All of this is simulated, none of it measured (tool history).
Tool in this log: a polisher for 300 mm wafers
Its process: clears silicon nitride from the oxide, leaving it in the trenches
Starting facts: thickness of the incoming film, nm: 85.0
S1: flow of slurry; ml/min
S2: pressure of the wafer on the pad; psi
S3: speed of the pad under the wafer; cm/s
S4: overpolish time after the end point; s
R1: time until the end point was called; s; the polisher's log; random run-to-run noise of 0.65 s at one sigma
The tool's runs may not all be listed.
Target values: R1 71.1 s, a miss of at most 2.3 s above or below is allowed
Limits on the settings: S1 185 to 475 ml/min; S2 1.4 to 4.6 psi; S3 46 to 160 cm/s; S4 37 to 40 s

{"run": 1, "hour": 0.0, "S1": 305, "S2": 3, "S3": 102, "S4": 37, "R1": 110.47}
{"run": 2, "hour": 8.8, "S1": 305, "S2": 3, "S3": 102, "S4": 40, "R1": 108.78}
{"run": 3, "hour": 12.8, "S1": 305, "S2": 3.2, "S3": 102, "S4": 40, "R1": 104.03}
{"run": 4, "hour": 18.5, "S1": 305, "S2": 3.4, "S3": 102, "S4": 40, "R1": 100.72}
{"run": 5, "hour": 26.0, "S1": 305, "S2": 3.4, "S3": 102, "S4": 37, "R1": 99.678}
{"run": 6, "hour": 28.0, "S1": 305, "S2": 3.6, "S3": 102, "S4": 37, "R1": 96.507}
{"run": 7, "hour": 34.2, "S1": 305, "S2": 3.7, "S3": 104, "S4": 37, "R1": 92.869}
{"run": 8, "hour": 39.0, "S1": 305, "S2": 3.8, "S3": 106, "S4": 37, "R1": 89.058}
{"run": 9, "hour": 45.7, "S1": 305, "S2": 3.9, "S3": 106, "S4": 37, "R1": 86.356}
{"run": 10, "hour": 52.6, "S1": 305, "S2": 4, "S3": 106, "S4": 37, "R1": 84.91}
{"run": 11, "hour": 57.6, "S1": 305, "S2": 4.1, "S3": 106, "S4": 37, "R1": 84.725}
{"run": 12, "hour": 65.7, "S1": 305, "S2": 4.2, "S3": 108, "S4": 37, "R1": 79.713}
{"run": 13, "hour": 74.3, "S1": 305, "S2": 4.3, "S3": 108, "S4": 37, "R1": 79.712}

Below are 4 possible settings for the next run. Only one of them brings all results inside the allowed miss of their targets. Which is it?
{"run": "A", "hour": 82.9, "S1": 360, "S2": 3.2, "S3": 152, "S4": 38, "R1": "?"}
{"run": "B", "hour": 82.9, "S1": 245, "S2": 3.8, "S3": 108, "S4": 37, "R1": "?"}
{"run": "C", "hour": 82.9, "S1": 350, "S2": 3.9, "S3": 100, "S4": 37, "R1": "?"}
{"run": "D", "hour": 82.9, "S1": 305, "S2": 4.6, "S3": 122, "S4": 37, "R1": "?"}

move=A R1=70.593
move=B R1=88.647
move=C R1=90.991
move=D R1=66.17
A: all results land within tolerance of their targets
B: the biggest miss grows against the last run
C: the biggest miss grows against the last run
D: moves the result that the last run missed by most past its target, out the other side
So the answer is move A, the one that meets all the targets.
